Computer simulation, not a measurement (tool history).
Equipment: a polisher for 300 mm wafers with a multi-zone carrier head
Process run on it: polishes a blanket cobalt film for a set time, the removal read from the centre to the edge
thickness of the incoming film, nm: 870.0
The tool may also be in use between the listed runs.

run,day,flow of slurry (ml/min),pressure of the head's centre zone,pressure of the head's middle zone,pressure of the head's edge zone,polishing time (s),film removed at the wafer's centre (nm),film removed at mid-radius (nm),film removed at the wafer's edge (nm)
1,0,160,1,1,1,66,343.91,354.01,345.96
2,0.196,150,0.99,0.95,0.99,58,295.45,301.09,299.96
3,0.492,150,0.99,1.03,0.99,58,291.63,314.66,298.02
4,0.671,150,0.99,1.03,0.99,64,323.6,346.13,329.66
5,0.708,140,1,0.97,1.01,56,284.03,290.86,293.33
6,0.929,140,1,0.97,0.95,56,282.19,288.91,282.71
7,1.238,130,1,0.92,0.96,51,254.65,250.86,258.43
8,1.371,120,1,0.89,0.96,48,236.8,228.9,237.19
9,1.471,115,1,0.87,0.98,46,222.57,212.81,231.67

For run 10, what comes out?
10,1.704,115,1,0.87,0.98,46,?,?,?

{"run 10": {"film removed at the wafer's centre (nm)": 225.9, "film removed at mid-radius (nm)": 214.28, "film removed at the wafer's edge (nm)": 230.56}}
